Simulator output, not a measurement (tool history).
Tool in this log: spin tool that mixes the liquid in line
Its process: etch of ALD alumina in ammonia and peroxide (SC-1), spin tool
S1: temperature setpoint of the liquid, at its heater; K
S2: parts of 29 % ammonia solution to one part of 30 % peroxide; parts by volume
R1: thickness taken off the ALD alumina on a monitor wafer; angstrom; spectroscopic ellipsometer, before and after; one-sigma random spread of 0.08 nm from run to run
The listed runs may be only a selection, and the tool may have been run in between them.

{"run": 1, "day": 0.0, "S1": 321.15, "S2": 0.9, "time under the liquid (s)": 150, "R1": 59.661}
{"run": 2, "day": 0.171, "S1": 327.15, "S2": 0.9, "time under the liquid (s)": 150, "R1": 83.176}
{"run": 3, "day": 0.429, "S1": 327.15, "S2": 0.9, "time under the liquid (s)": 150, "R1": 83.662}
{"run": 4, "day": 0.738, "S1": 327.15, "S2": 0.9, "time under the liquid (s)": 150, "R1": 83.182}
{"run": 5, "day": 0.808, "S1": 328.15, "S2": 0.9, "time under the liquid (s)": 150, "R1": 87.326}
{"run": 6, "day": 0.946, "S1": 328.65, "S2": 0.9, "time under the liquid (s)": 150, "R1": 90.227}
{"run": 7, "day": 1.083, "S1": 329.15, "S2": 0.9, "time under the liquid (s)": 150, "R1": 92.371}
{"day": 1.338, "done": "new drum of ammonia solution connected"}
{"run": 8, "day": 1.338, "S1": 329.65, "S2": 0.9, "time under the liquid (s)": 150, "R1": 95.334}

Run 9 has not been measured yet. What should we expect?
{"run": 9, "day": 1.658, "S1": 330.15, "S2": 0.9, "time under the liquid (s)": 150, "R1": "?"}

R1: 97.732 angstrom

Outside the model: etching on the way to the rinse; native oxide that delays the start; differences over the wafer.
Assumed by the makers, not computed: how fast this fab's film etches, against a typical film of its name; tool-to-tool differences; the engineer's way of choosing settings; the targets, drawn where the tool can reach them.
